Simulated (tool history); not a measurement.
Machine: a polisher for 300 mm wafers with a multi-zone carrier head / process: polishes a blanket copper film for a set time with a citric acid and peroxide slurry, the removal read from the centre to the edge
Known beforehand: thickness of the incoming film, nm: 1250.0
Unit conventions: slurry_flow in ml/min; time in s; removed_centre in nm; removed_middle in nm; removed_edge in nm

Run 1, hour 0.0: slurry_flow 290 ml/min, centre_zone 1.00, middle_zone 1.00, edge_zone 1.00, slurry_solids 1.00, time 32 s. Result: removed_centre 63.153 nm, removed_middle 69.503 nm, removed_edge 70.703 nm.
Run 2, hour 3.7: slurry_flow 290 ml/min, centre_zone 1.04, middle_zone 0.96, edge_zone 0.97, slurry_solids 0.85, time 27 s. Result: removed_centre 53.480 nm, removed_middle 55.123 nm, removed_edge 57.782 nm.
Run 3, hour 12.3: slurry_flow 290 ml/min, centre_zone 1.04, middle_zone 0.96, edge_zone 0.97, slurry_solids 0.85, time 34 s. Result: removed_centre 67.086 nm, removed_middle 70.674 nm, removed_edge 72.093 nm.
Run 4, hour 13.3: slurry_flow 290 ml/min, centre_zone 1.09, middle_zone 0.93, edge_zone 0.95, slurry_solids 0.75, time 28 s. Result: removed_centre 57.357 nm, removed_middle 54.456 nm, removed_edge 54.816 nm.
Run 5, hour 21.7: slurry_flow 290 ml/min, centre_zone 1.09, middle_zone 0.93, edge_zone 0.95, slurry_solids 0.75, time 23 s. Result: removed_centre 46.975 nm, removed_middle 45.016 nm, removed_edge 46.668 nm.
Run 6, hour 23.6: slurry_flow 285 ml/min, centre_zone 1.10, middle_zone 0.90, edge_zone 0.95, slurry_solids 0.70, time 22 s. Result: removed_centre 43.589 nm, removed_middle 41.096 nm, removed_edge 44.338 nm.
Run 7, hour 28.4: slurry_flow 280 ml/min, centre_zone 1.12, middle_zone 0.87, edge_zone 0.93, slurry_solids 0.65, time 21 s. Result: removed_centre 42.866 nm, removed_middle 37.974 nm, removed_edge 40.562 nm.
Run 8, hour 37.3: slurry_flow 275 ml/min, centre_zone 1.12, middle_zone 0.85, edge_zone 0.93, slurry_solids 0.60, time 21 s. Result: removed_centre 42.639 nm, removed_middle 36.766 nm, removed_edge 40.273 nm.
Run 9, hour 40.5: slurry_flow 270 ml/min, centre_zone 1.12, middle_zone 0.84, edge_zone 0.92, slurry_solids 0.55, time 21 s. Result: removed_centre 41.044 nm, removed_middle 35.046 nm, removed_edge 39.551 nm.
Run 10, hour 49.4: slurry_flow 270 ml/min, centre_zone 1.12, middle_zone 0.84, edge_zone 0.92, slurry_solids 0.55, time 21 s. Result: removed_centre 40.910 nm, removed_middle 35.778 nm, removed_edge 38.819 nm.
Run 11, hour 58.0: slurry_flow 265 ml/min, centre_zone 1.13, middle_zone 0.83, edge_zone 0.92, slurry_solids 0.55, time 21 s. Result: removed_centre 41.931 nm, removed_middle 34.733 nm, removed_edge 40.086 nm.
Run 12, hour 65.3: slurry_flow 270 ml/min, centre_zone 1.13, middle_zone 0.83, edge_zone 0.90, slurry_solids 0.55, time 21 s. Result: removed_centre 40.725 nm, removed_middle 34.480 nm, removed_edge 39.315 nm.

Run 13 has not been measured yet. What should we expect?
Run 13, hour 69.5: slurry_flow 270 ml/min, centre_zone 1.13, middle_zone 0.83, edge_zone 0.90, slurry_solids 0.55, time 21 s. Result: removed_centre ?, removed_middle ?, removed_edge ?.

{"run 13": {"removed_centre": 41.839, "removed_middle": 35.944, "removed_edge": 39.654}}
